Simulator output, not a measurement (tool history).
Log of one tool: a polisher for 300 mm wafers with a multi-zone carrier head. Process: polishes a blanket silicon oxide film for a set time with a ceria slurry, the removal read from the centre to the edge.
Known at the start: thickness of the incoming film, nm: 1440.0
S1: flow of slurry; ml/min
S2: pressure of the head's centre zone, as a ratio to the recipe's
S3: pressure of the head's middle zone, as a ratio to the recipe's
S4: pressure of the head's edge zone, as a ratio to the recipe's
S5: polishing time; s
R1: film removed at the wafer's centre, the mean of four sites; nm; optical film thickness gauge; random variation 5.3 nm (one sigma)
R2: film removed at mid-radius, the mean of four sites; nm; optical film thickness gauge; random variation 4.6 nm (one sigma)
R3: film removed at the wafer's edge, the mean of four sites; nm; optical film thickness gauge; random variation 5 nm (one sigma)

run  hour   S1    S2    S3    S4  S5      R1      R2      R3
  1   0.0  260  1.00  1.00  1.00  59  456.68  449.86  455.01
  2   3.0  220  1.00  1.00  1.00  59  448.49  440.79  457.74
  3   4.5  225  1.04  0.99  1.03  60  473.42  448.62  471.06
  4  11.4  175  1.04  0.99  1.03  60  466.43  432.40  457.05
  5  20.1  195  1.08  0.98  1.05  61  497.77  440.12  474.97
  6  25.8  195  1.08  1.06  1.05  61  488.50  484.87  474.95

The next listed run, before its measurement:
  7  33.5  195  1.10  1.03  1.07  61   ?   ?   ?

Run 7 gave R1 496.09 nm, R2 467.87 nm, R3 472.02 nm.

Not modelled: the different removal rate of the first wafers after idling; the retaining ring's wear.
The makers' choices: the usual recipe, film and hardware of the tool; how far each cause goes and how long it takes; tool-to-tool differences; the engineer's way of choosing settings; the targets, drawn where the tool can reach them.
